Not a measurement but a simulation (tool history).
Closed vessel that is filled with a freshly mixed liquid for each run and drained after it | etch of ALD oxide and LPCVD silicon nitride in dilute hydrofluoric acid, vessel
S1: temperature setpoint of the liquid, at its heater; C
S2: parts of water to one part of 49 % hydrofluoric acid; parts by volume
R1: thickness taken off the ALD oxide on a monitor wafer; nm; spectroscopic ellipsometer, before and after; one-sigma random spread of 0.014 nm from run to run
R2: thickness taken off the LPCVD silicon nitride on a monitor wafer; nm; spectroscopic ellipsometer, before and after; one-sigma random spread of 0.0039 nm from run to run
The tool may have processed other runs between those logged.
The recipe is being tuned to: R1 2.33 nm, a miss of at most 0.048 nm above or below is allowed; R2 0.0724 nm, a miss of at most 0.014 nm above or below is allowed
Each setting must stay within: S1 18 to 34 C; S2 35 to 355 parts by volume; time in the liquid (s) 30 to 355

{"run": 1, "day": 0.0, "S1": 26, "S2": 195, "time in the liquid (s)": 180, "R1": 12.125, "R2": 0.49902}
{"run": 2, "day": 0.308, "S1": 24.5, "S2": 220, "time in the liquid (s)": 170, "R1": 9.3161, "R2": 0.4063}
{"run": 3, "day": 0.475, "S1": 23.5, "S2": 240, "time in the liquid (s)": 160, "R1": 7.5594, "R2": 0.29651}
{"run": 4, "day": 0.738, "S1": 26, "S2": 240, "time in the liquid (s)": 160, "R1": 8.3348, "R2": 0.33461}
{"run": 5, "day": 0.958, "S1": 25, "S2": 260, "time in the liquid (s)": 150, "R1": 6.8422, "R2": 0.26246}
{"run": 6, "day": 1.283, "S1": 25, "S2": 260, "time in the liquid (s)": 115, "R1": 5.2337, "R2": 0.21615}
{"run": 7, "day": 1.562, "S1": 24, "S2": 275, "time in the liquid (s)": 115, "R1": 4.7184, "R2": 0.19993}
{"run": 8, "day": 1.867, "S1": 23, "S2": 290, "time in the liquid (s)": 115, "R1": 4.2105, "R2": 0.17595}
{"run": 9, "day": 1.892, "S1": 22, "S2": 300, "time in the liquid (s)": 115, "R1": 3.9139, "R2": 0.14793}
{"run": 10, "day": 1.946, "S1": 21.5, "S2": 310, "time in the liquid (s)": 110, "R1": 3.4924, "R2": 0.13748}
{"run": 11, "day": 2.033, "S1": 21, "S2": 320, "time in the liquid (s)": 110, "R1": 3.335, "R2": 0.12874}
{"run": 12, "day": 2.408, "S1": 20.5, "S2": 325, "time in the liquid (s)": 110, "R1": 3.1974, "R2": 0.11508}
{"run": 13, "day": 2.65, "S1": 18, "S2": 355, "time in the liquid (s)": 100, "R1": 2.3823, "R2": 0.093459}
{"run": 14, "day": 2.871, "S1": 18, "S2": 355, "time in the liquid (s)": 95, "R1": 2.2669, "R2": 0.078108}

Exercise: of the 5 proposed moves below, exactly one satisfies all targets within the stated allowed misses. Which move is it?
{"run": "A", "day": 3.092, "S1": 20.5, "S2": 335, "time in the liquid (s)": 80, "R1": "?", "R2": "?"}
{"run": "B", "day": 3.092, "S1": 22.5, "S2": 355, "time in the liquid (s)": 80, "R1": "?", "R2": "?"}
{"run": "C", "day": 3.092, "S1": 28, "S2": 355, "time in the liquid (s)": 65, "R1": "?", "R2": "?"}
{"run": "D", "day": 3.092, "S1": 18, "S2": 205, "time in the liquid (s)": 50, "R1": "?", "R2": "?"}
{"run": "E", "day": 3.092, "S1": 25.5, "S2": 355, "time in the liquid (s)": 75, "R1": "?", "R2": "?"}

move=A R1=2.2468 R2=0.085697
move=B R1=2.2338 R2=0.091627
move=C R1=2.1775 R2=0.10309
move=D R1=2.3497 R2=0.073165
move=E R1=2.3167 R2=0.10282
A: further off than the last run
B: further off than the last run
C: further off than the last run
D: in spec on every target
E: gets the furthest-off result to its target, but another result is out of tolerance
The move that meets every target is D.

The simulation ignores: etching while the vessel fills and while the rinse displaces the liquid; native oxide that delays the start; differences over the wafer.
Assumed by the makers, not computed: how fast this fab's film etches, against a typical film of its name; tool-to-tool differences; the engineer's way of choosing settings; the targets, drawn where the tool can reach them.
